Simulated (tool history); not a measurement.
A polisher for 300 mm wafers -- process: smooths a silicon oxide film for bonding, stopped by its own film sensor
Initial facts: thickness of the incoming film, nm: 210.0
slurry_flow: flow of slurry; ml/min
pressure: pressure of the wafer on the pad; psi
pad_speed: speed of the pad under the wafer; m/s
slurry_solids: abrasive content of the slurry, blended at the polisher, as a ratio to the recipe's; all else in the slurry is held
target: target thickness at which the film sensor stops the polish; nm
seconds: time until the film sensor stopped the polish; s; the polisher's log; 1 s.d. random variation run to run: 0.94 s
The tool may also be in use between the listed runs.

Run 1, hour 0.0: slurry_flow 230 ml/min, pressure 1.6 psi, pad_speed 0.98 m/s, slurry_solids 1.00, target 155 nm. Result: seconds 81.540 s.
Run 2, hour 5.3: slurry_flow 175 ml/min, pressure 1.6 psi, pad_speed 0.98 m/s, slurry_solids 1.00, target 155 nm. Result: seconds 86.415 s.
Run 3, hour 12.5: slurry_flow 180 ml/min, pressure 1.8 psi, pad_speed 1.00 m/s, slurry_solids 1.00, target 155 nm. Result: seconds 75.620 s.
Run 4, hour 13.2: slurry_flow 180 ml/min, pressure 2.0 psi, pad_speed 1.00 m/s, slurry_solids 1.00, target 155 nm. Result: seconds 68.683 s.
Run 5, hour 21.9: slurry_flow 180 ml/min, pressure 2.0 psi, pad_speed 1.16 m/s, slurry_solids 1.00, target 155 nm. Result: seconds 60.699 s.
Run 6, hour 28.5: slurry_flow 180 ml/min, pressure 2.0 psi, pad_speed 1.16 m/s, slurry_solids 0.85, target 155 nm. Result: seconds 65.118 s.

Forecast run 7:
Run 7, hour 32.7: slurry_flow 180 ml/min, pressure 2.1 psi, pad_speed 1.18 m/s, slurry_solids 0.85, target 155 nm. Result: seconds ?.

{"run 7": {"seconds": 61.249}}
